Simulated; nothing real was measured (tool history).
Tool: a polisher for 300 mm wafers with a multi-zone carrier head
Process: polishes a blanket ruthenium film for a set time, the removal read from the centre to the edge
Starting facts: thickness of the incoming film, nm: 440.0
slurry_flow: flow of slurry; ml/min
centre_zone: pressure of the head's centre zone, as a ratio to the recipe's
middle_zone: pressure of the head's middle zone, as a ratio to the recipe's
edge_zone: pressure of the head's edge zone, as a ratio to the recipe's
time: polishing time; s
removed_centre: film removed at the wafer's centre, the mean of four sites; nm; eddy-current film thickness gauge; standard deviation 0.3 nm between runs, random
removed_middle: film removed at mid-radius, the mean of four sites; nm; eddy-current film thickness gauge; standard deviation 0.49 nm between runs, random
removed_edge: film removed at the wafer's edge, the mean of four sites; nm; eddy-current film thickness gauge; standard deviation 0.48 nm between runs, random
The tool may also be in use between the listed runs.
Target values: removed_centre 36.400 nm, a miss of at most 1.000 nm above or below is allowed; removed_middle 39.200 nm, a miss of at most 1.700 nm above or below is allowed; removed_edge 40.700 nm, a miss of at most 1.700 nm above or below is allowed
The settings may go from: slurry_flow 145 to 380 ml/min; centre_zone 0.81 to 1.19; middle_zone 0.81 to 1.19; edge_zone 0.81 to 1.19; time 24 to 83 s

{"run": 1, "hour": 0.0, "slurry_flow": 245, "centre_zone": 1.0, "middle_zone": 1.0, "edge_zone": 1.0, "time": 53, "removed_centre": 64.008, "removed_middle": 60.777, "removed_edge": 62.411}
{"run": 2, "hour": 3.3, "slurry_flow": 240, "centre_zone": 0.97, "middle_zone": 0.99, "edge_zone": 0.98, "time": 49, "removed_centre": 56.889, "removed_middle": 55.429, "removed_edge": 58.608}
{"run": 3, "hour": 5.2, "slurry_flow": 240, "centre_zone": 0.96, "middle_zone": 1.0, "edge_zone": 0.97, "time": 45, "removed_centre": 50.351, "removed_middle": 52.071, "removed_edge": 52.003}
{"run": 4, "hour": 10.4, "slurry_flow": 180, "centre_zone": 0.96, "middle_zone": 1.0, "edge_zone": 0.97, "time": 45, "removed_centre": 48.769, "removed_middle": 51.06, "removed_edge": 50.271}
{"run": 5, "hour": 19.4, "slurry_flow": 180, "centre_zone": 0.96, "middle_zone": 1.0, "edge_zone": 0.97, "time": 55, "removed_centre": 59.976, "removed_middle": 58.976, "removed_edge": 61.574}
{"run": 6, "hour": 22.2, "slurry_flow": 175, "centre_zone": 0.94, "middle_zone": 0.98, "edge_zone": 0.95, "time": 51, "removed_centre": 54.039, "removed_middle": 55.895, "removed_edge": 56.343}
{"run": 7, "hour": 26.5, "slurry_flow": 170, "centre_zone": 0.93, "middle_zone": 0.96, "edge_zone": 0.95, "time": 48, "removed_centre": 50.097, "removed_middle": 50.77, "removed_edge": 53.395}
{"run": 8, "hour": 34.4, "slurry_flow": 180, "centre_zone": 0.84, "middle_zone": 0.95, "edge_zone": 0.85, "time": 33, "removed_centre": 31.349, "removed_middle": 35.335, "removed_edge": 34.873}
{"run": 9, "hour": 42.0, "slurry_flow": 190, "centre_zone": 0.85, "middle_zone": 0.95, "edge_zone": 0.88, "time": 33, "removed_centre": 32.14, "removed_middle": 35.245, "removed_edge": 35.89}
{"run": 10, "hour": 42.9, "slurry_flow": 200, "centre_zone": 0.86, "middle_zone": 0.96, "edge_zone": 0.9, "time": 33, "removed_centre": 32.921, "removed_middle": 36.213, "removed_edge": 36.257}
{"run": 11, "hour": 49.9, "slurry_flow": 210, "centre_zone": 0.87, "middle_zone": 0.96, "edge_zone": 0.93, "time": 33, "removed_centre": 32.915, "removed_middle": 36.449, "removed_edge": 37.865}
{"run": 12, "hour": 56.4, "slurry_flow": 220, "centre_zone": 0.88, "middle_zone": 0.96, "edge_zone": 0.94, "time": 33, "removed_centre": 34.572, "removed_middle": 36.769, "removed_edge": 37.691}
{"run": 13, "hour": 61.1, "slurry_flow": 230, "centre_zone": 0.86, "middle_zone": 0.98, "edge_zone": 1.03, "time": 36, "removed_centre": 36.396, "removed_middle": 40.855, "removed_edge": 43.6}
{"run": 14, "hour": 67.1, "slurry_flow": 230, "centre_zone": 0.86, "middle_zone": 0.98, "edge_zone": 1.01, "time": 36, "removed_centre": 37.308, "removed_middle": 40.234, "removed_edge": 42.807}

Which one of the following 5 next-run settings gets every result inside its allowed miss? There is exactly one.
{"run": "A", "hour": 73.1, "slurry_flow": 195, "centre_zone": 0.81, "middle_zone": 0.92, "edge_zone": 1.19, "time": 39, "removed_centre": "?", "removed_middle": "?", "removed_edge": "?"}
{"run": "B", "hour": 73.1, "slurry_flow": 280, "centre_zone": 0.87, "middle_zone": 0.94, "edge_zone": 1.1, "time": 32, "removed_centre": "?", "removed_middle": "?", "removed_edge": "?"}
{"run": "C", "hour": 73.1, "slurry_flow": 250, "centre_zone": 0.94, "middle_zone": 1.06, "edge_zone": 0.91, "time": 32, "removed_centre": "?", "removed_middle": "?", "removed_edge": "?"}
{"run": "D", "hour": 73.1, "slurry_flow": 210, "centre_zone": 0.83, "middle_zone": 0.99, "edge_zone": 1.03, "time": 38, "removed_centre": "?", "removed_middle": "?", "removed_edge": "?"}
{"run": "E", "hour": 73.1, "slurry_flow": 245, "centre_zone": 0.87, "middle_zone": 0.96, "edge_zone": 0.96, "time": 35, "removed_centre": "?", "removed_middle": "?", "removed_edge": "?"}

move=A removed_centre=36.132 removed_middle=41.419 removed_edge=49.084
move=B removed_centre=33.711 removed_middle=36.229 removed_edge=40.164
move=C removed_centre=35.926 removed_middle=38.651 removed_edge=36.226
move=D removed_centre=36.592 removed_middle=42.826 removed_edge=44.818
move=E removed_centre=36.219 removed_middle=39.528 removed_edge=40.585
A: the biggest miss grows against the last run
B: gets the furthest-off result to its target, but another result is out of tolerance
C: the result that was furthest off in the last run now lies on the other side of its target
D: the biggest miss grows against the last run
E: each result inside its tolerance
E meets every target.
